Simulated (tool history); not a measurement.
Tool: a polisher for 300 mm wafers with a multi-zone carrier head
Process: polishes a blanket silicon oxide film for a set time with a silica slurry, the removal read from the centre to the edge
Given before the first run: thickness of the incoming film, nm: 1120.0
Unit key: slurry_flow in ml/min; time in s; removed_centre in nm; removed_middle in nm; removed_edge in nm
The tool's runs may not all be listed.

run 1 hour=0.0 | slurry_flow=190 centre_zone=1.00 middle_zone=1.00 edge_zone=1.00 slurry_solids=1.00 time=76 | removed_centre=348.05 removed_middle=342.91 removed_edge=355.71
run 2 hour=2.7 | slurry_flow=175 centre_zone=1.00 middle_zone=1.00 edge_zone=1.00 slurry_solids=1.00 time=76 | removed_centre=346.65 removed_middle=341.92 removed_edge=349.47
run 3 hour=8.0 | slurry_flow=175 centre_zone=1.00 middle_zone=1.00 edge_zone=1.00 slurry_solids=1.00 time=61 | removed_centre=272.75 removed_middle=271.48 removed_edge=277.25
run 4 hour=10.9 | slurry_flow=175 centre_zone=1.06 middle_zone=1.00 edge_zone=1.00 slurry_solids=1.00 time=61 | removed_centre=283.16 removed_middle=274.84 removed_edge=278.57
run 5 hour=17.3 | slurry_flow=170 centre_zone=1.05 middle_zone=0.98 edge_zone=1.00 slurry_solids=1.00 time=61 | removed_centre=281.42 removed_middle=265.12 removed_edge=278.92
run 6 hour=19.6 | slurry_flow=165 centre_zone=1.04 middle_zone=0.97 edge_zone=0.99 slurry_solids=1.00 time=61 | removed_centre=278.05 removed_middle=263.38 removed_edge=276.79
run 7 hour=22.9 | slurry_flow=160 centre_zone=1.03 middle_zone=0.95 edge_zone=0.99 slurry_solids=1.00 time=61 | removed_centre=283.35 removed_middle=259.87 removed_edge=273.62

What will run 8 give?
run 8 hour=23.7 | slurry_flow=160 centre_zone=1.02 middle_zone=0.94 edge_zone=1.00 slurry_solids=0.95 time=61 | removed_centre=? removed_middle=? removed_edge=?

For run 8 the tool returned removed_centre 274.11 nm, removed_middle 249.37 nm, removed_edge 264.62 nm.
